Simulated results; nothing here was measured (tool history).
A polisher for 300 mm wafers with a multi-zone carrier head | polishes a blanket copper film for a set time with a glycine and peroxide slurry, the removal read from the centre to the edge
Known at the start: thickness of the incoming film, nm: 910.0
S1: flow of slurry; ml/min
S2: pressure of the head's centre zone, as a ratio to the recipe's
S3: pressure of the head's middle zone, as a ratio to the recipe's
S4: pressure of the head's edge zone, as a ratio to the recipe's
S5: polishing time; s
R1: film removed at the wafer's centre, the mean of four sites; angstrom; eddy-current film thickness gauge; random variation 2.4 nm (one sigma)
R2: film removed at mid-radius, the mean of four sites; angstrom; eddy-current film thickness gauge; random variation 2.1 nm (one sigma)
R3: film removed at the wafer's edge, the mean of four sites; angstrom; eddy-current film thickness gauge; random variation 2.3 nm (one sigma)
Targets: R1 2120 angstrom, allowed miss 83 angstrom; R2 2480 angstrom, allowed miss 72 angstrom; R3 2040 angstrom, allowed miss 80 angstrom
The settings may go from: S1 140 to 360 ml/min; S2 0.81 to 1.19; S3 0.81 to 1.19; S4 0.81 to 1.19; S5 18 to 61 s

run  hour   S1    S2    S3    S4  S5      R1      R2      R3
  1     0  230     1     1     1  39  1802.9  1875.5  1770.4
  2   2.9  230  1.06     1     1  39  1891.7  1868.6  1772.5
  3   5.3  260  1.06     1     1  39    1924    1904  1815.2
  4   8.5  260  1.13     1     1  39  2079.2  1872.9  1824.5
  5  16.8  260  1.13     1  0.95  39  2039.1  1874.5  1712.6
  6  18.6  260  1.16     1  0.95  39  2178.2    1889  1709.2
  7  25.5  270  1.13  1.06  0.97  40  2122.4  2045.3  1807.6
  8  31.6  280  1.11   1.1  0.98  41  2166.3  2158.7  1888.8
  9  40.4  285  1.08  1.13  0.98  42  2111.5  2249.5  1901.7

Which of these 5 next moves meets every target?
  A  49.2  350  1.12  1.06  0.92  40   ?   ?   ?
  B  49.2  270  1.02  1.19  1.03  44   ?   ?   ?
  C  49.2  290  1.09  1.13  1.01  40   ?   ?   ?
  D  49.2  350  1.08  1.07  1.02  42   ?   ?   ?
  E  49.2  270  1.08  1.01  1.17  43   ?   ?   ?

move      R1      R2      R3
   A  2159.7  2076.6  1831.9
   B  2104.6  2461.1  2082.5
   C  2062.1  2155.4  1887.5
   D  2186.3  2198.1    2020
   E  2175.9  2089.1  2175.8
A: further off than the last run
B: meets every target
C: further off than the last run
D: further off than the last run
E: further off than the last run
Move B is the one to make.
